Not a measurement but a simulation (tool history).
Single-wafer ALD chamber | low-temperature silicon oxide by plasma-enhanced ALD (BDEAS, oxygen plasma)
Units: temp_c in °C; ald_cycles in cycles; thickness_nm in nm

{"run": 1, "hour": 0.0, "temp_c": 90, "ald_cycles": 32, "thickness_nm": 5.0149}
{"run": 2, "hour": 8.3, "temp_c": 89, "ald_cycles": 33, "thickness_nm": 5.1975}
{"run": 3, "hour": 9.7, "temp_c": 88, "ald_cycles": 33, "thickness_nm": 5.2071}
{"run": 4, "hour": 17.6, "temp_c": 87, "ald_cycles": 34, "thickness_nm": 5.393}
{"run": 5, "hour": 18.3, "temp_c": 85, "ald_cycles": 36, "thickness_nm": 5.7353}
{"run": 6, "hour": 19.4, "temp_c": 85, "ald_cycles": 33, "thickness_nm": 5.2598}
{"run": 7, "hour": 27.5, "temp_c": 84, "ald_cycles": 34, "thickness_nm": 5.4458}
{"run": 8, "hour": 30.6, "temp_c": 83, "ald_cycles": 34, "thickness_nm": 5.4368}

Forecast run 9:
{"run": 9, "hour": 35.6, "temp_c": 81, "ald_cycles": 37, "thickness_nm": "?"}

{"run 9": {"thickness_nm": 5.9542}}
